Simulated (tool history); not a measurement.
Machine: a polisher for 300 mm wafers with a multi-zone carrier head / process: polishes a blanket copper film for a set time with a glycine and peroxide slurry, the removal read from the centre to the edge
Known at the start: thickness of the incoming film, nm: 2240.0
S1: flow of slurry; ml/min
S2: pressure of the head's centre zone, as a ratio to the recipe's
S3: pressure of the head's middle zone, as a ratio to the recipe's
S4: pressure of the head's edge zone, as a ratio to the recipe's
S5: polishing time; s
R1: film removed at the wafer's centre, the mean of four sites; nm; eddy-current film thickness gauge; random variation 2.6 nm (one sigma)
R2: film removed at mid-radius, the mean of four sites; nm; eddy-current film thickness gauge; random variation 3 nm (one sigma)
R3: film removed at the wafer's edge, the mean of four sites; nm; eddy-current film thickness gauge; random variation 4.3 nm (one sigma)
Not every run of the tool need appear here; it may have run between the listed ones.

run	hour	S1	S2	S3	S4	S5	R1	R2	R3
1	0.0	175	1.00	1.00	1.00	47	261.72	258.23	250.72
2	1.8	185	1.01	1.01	1.04	48	269.45	267.52	265.56
3	7.7	195	1.03	1.02	1.06	48	278.77	269.73	266.53
4	11.0	195	0.97	1.02	1.06	48	260.28	274.63	264.34
5	17.0	200	0.99	1.02	1.08	49	276.21	275.71	276.88
6	25.0	200	0.99	1.02	1.08	56	313.88	311.81	309.62

For run 7, what comes out?
7	31.7	195	0.99	1.01	1.07	56	?	?	?

R1: 315.02 nm
R2: 312.24 nm
R3: 300.48 nm
